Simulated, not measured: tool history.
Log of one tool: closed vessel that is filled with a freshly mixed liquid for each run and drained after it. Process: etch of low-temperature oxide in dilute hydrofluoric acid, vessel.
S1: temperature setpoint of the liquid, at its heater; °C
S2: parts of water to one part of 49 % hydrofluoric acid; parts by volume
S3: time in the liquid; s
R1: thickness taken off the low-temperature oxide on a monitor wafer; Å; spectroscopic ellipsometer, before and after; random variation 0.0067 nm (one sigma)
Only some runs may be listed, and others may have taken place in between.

run  hour    S1   S2  S3      R1
  1     0    23  290  75  20.236
  2   9.1    21  290  75  18.821
  3  17.8    20  310  75  16.674
  4  19.5    19  325  75  15.182
  5  20.6  18.5  335  75  14.196
  6  27.2  18.5  290  75  17.317
  7  31.9    18  310  75  15.614
  8    36  17.5  325  75   14.29
  9  42.8  17.5  335  75   13.65
 10  44.3  17.5  340  75   13.58

Forecast run 11:
 11  52.8  17.5  345  75   ?

Run 11 came out at R1 13.243 Å.
